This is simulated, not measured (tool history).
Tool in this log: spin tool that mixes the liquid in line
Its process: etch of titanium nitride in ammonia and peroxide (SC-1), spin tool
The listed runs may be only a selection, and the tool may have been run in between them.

run  hour  temperature setpoint of the liquid (K)  parts of water to one part of 30 % peroxide (parts by volume)  parts of 29 % ammonia solution to one part of 30 % peroxide (parts by volume)  time under the liquid (s)  thickness taken off the titanium nitride on a monitor wafer (angstrom)
  1   0.0                                  323.15                                                           10.5                                                                           0.55                        240                                                                  217.47
  2   6.1                                  323.15                                                            7.5                                                                           0.55                        240                                                                  257.19
  3  13.7                                  323.15                                                            7.5                                                                           0.70                        240                                                                  267.66
  4  16.0                                  323.15                                                           11.0                                                                           0.70                        240                                                                  223.19
  5  20.1                                  325.65                                                           11.0                                                                           0.70                        240                                                                  262.11
  6  25.9                                  329.15                                                           11.0                                                                           0.70                        240                                                                  335.89

Estimate the outcome of run 7 from the log above:
  7  31.6                                  330.15                                                           11.0                                                                           0.70                        240                                                                       ?

{"run 7": {"thickness taken off the titanium nitride on a monitor wafer (angstrom)": 359.96}}
